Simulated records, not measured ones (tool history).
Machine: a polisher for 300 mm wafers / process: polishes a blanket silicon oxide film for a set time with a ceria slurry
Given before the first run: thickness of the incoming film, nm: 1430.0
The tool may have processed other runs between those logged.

run,hour,flow of slurry (ml/min),pressure of the wafer on the pad (kPa),speed of the pad under the wafer (m/s),polishing time (s),film removed (Å)
1,0.0,230,15.9,1.14,72,2330.3
2,3.8,230,14.5,1.14,72,2103.2
3,7.5,230,13.8,1.14,72,2010.6
4,10.2,230,17.2,1.14,72,2526.7
5,15.8,230,17.2,1.00,72,2245.7
6,22.8,230,15.9,1.00,72,2088.9

Forecast run 7:
7,30.2,230,15.2,1.00,72,?

film removed (Å): 2001.9
